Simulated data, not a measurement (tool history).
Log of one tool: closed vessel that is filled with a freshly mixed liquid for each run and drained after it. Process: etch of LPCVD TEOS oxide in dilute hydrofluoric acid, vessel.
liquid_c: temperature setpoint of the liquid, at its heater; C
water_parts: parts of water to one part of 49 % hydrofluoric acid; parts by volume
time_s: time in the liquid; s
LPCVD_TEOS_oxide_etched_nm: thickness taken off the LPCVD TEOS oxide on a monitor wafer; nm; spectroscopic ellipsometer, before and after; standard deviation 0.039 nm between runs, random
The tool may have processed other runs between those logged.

run 1 day=0 | liquid_c=21 water_parts=260 time_s=80 | LPCVD_TEOS_oxide_etched_nm=6.7526
run 2 day=0.117 | liquid_c=21 water_parts=260 time_s=80 | LPCVD_TEOS_oxide_etched_nm=6.7741
run 3 day=0.304 | liquid_c=22.5 water_parts=255 time_s=80 | LPCVD_TEOS_oxide_etched_nm=7.3145
run 4 day=0.621 | liquid_c=23.5 water_parts=250 time_s=80 | LPCVD_TEOS_oxide_etched_nm=7.7883
run 5 day=0.679 | liquid_c=24.5 water_parts=250 time_s=80 | LPCVD_TEOS_oxide_etched_nm=8.129
run 6 day=0.729 | liquid_c=24.5 water_parts=320 time_s=80 | LPCVD_TEOS_oxide_etched_nm=5.916
run 7 day=1.067 | liquid_c=25.5 water_parts=305 time_s=80 | LPCVD_TEOS_oxide_etched_nm=6.4526

What will run 8 give?
run 8 day=1.4 | liquid_c=26 water_parts=295 time_s=80 | LPCVD_TEOS_oxide_etched_nm=?

Run 8 gave LPCVD_TEOS_oxide_etched_nm 6.9512 nm.
